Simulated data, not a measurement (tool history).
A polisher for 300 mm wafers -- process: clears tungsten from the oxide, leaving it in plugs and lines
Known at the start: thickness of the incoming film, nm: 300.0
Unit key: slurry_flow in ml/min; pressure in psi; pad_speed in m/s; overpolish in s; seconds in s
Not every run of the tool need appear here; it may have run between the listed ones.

run  hour  slurry_flow  pressure  pad_speed  slurry_solids  overpolish  seconds
  1   0.0          125       4.2       1.28            1.0           5   38.997
  2   2.2          115       4.0       1.28            1.0           5   40.827
  3  11.1          115       4.0       1.44            1.0           5   36.656
  4  17.0          115       4.0       1.44            1.2           5   35.286
  5  21.3          110       3.6       1.44            1.2           5   38.705
  6  22.1          105       3.3       1.44            1.2           5   42.723
  7  27.6          100       3.2       1.44            1.2           5   44.445
  8  28.9           95       3.2       1.44            1.2           5   45.071

Predict the results of run 9:
  9  37.3           90       3.2       1.44            1.2           5        ?

seconds: 45.909 s
